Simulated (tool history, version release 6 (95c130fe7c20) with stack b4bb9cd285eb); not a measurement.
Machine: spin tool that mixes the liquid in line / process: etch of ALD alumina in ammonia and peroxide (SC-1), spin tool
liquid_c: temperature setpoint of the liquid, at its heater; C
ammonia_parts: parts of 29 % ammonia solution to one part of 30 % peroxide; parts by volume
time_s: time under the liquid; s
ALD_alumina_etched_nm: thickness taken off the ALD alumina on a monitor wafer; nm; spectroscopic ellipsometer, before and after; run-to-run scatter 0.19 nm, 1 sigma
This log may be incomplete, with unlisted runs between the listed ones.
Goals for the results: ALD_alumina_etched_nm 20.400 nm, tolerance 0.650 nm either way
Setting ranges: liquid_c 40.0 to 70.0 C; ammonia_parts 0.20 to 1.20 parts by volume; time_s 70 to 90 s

{"run": 1, "hour": 0.0, "liquid_c": 56.0, "ammonia_parts": 0.75, "time_s": 90, "ALD_alumina_etched_nm": 11.783}
{"run": 2, "hour": 7.6, "liquid_c": 62.5, "ammonia_parts": 0.75, "time_s": 90, "ALD_alumina_etched_nm": 16.589}
{"run": 3, "hour": 16.6, "liquid_c": 63.0, "ammonia_parts": 0.75, "time_s": 90, "ALD_alumina_etched_nm": 17.15}
{"run": 4, "hour": 20.9, "liquid_c": 63.5, "ammonia_parts": 0.75, "time_s": 90, "ALD_alumina_etched_nm": 17.383}
{"run": 5, "hour": 28.2, "liquid_c": 63.5, "ammonia_parts": 0.75, "time_s": 70, "ALD_alumina_etched_nm": 13.711}
{"run": 6, "hour": 36.6, "liquid_c": 63.5, "ammonia_parts": 1.0, "time_s": 70, "ALD_alumina_etched_nm": 13.808}
{"run": 7, "hour": 37.6, "liquid_c": 64.5, "ammonia_parts": 0.95, "time_s": 70, "ALD_alumina_etched_nm": 14.555}
{"run": 8, "hour": 41.5, "liquid_c": 65.5, "ammonia_parts": 0.9, "time_s": 70, "ALD_alumina_etched_nm": 15.272}
{"run": 9, "hour": 49.6, "liquid_c": 66.5, "ammonia_parts": 0.85, "time_s": 70, "ALD_alumina_etched_nm": 16.148}
{"run": 10, "hour": 55.0, "liquid_c": 70.0, "ammonia_parts": 0.85, "time_s": 80, "ALD_alumina_etched_nm": 21.591}

Exercise: of the 5 proposed moves below, exactly one satisfies all targets within the stated allowed misses. Which move is it?
{"run": "A", "hour": 60.4, "liquid_c": 68.5, "ammonia_parts": 0.9, "time_s": 75, "ALD_alumina_etched_nm": "?"}
{"run": "B", "hour": 60.4, "liquid_c": 70.0, "ammonia_parts": 1.05, "time_s": 75, "ALD_alumina_etched_nm": "?"}
{"run": "C", "hour": 60.4, "liquid_c": 69.5, "ammonia_parts": 0.85, "time_s": 85, "ALD_alumina_etched_nm": "?"}
{"run": "D", "hour": 60.4, "liquid_c": 67.5, "ammonia_parts": 0.85, "time_s": 80, "ALD_alumina_etched_nm": "?"}
{"run": "E", "hour": 60.4, "liquid_c": 69.5, "ammonia_parts": 0.9, "time_s": 70, "ALD_alumina_etched_nm": "?"}

move=A ALD_alumina_etched_nm=18.958
move=B ALD_alumina_etched_nm=20.676
move=C ALD_alumina_etched_nm=22.427
move=D ALD_alumina_etched_nm=19.159
move=E ALD_alumina_etched_nm=18.569
A: takes the result that was furthest off past its target
B: all results in spec
C: moves away from the targets compared with the last run
D: takes the result that was furthest off past its target
E: takes the result that was furthest off past its target
Go with B: it meets all targets.
